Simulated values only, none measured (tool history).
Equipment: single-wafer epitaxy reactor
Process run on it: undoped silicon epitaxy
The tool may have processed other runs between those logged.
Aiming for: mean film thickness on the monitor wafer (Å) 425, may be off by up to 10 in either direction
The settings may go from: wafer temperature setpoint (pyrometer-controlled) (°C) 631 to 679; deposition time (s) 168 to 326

run,day,wafer temperature setpoint (pyrometer-controlled) (°C),deposition time (s),mean film thickness on the monitor wafer (Å)
1,0,655,247,495.8
2,0.362,662,247,568.77
3,0.554,658,246,524.31
4,0.654,663,246,573.34
5,0.971,672,246,673.21
6,1.3,664,245,583.08
7,1.621,659,244,530.44
8,1.783,655,243,486.98
9,1.812,653,243,470.85
10,2.096,651,243,451.93
11,2.221,650,243,445.82
12,2.558,649,243,434.55

Of the 5 settings listed for the next run, only one would bring every result within its allowed miss of target. Which one?
A,2.896,651,242,?
B,2.896,650,243,?
C,2.896,649,250,?
D,2.896,649,248,?
E,2.896,644,259,?

move,mean film thickness on the monitor wafer (Å)
A,453.48
B,446.73
C,450.87
D,447.26
E,424.18
A: the biggest miss grows against the last run
B: the biggest miss grows against the last run
C: the biggest miss grows against the last run
D: the biggest miss grows against the last run
E: hits every target within its allowed miss
E meets every target.
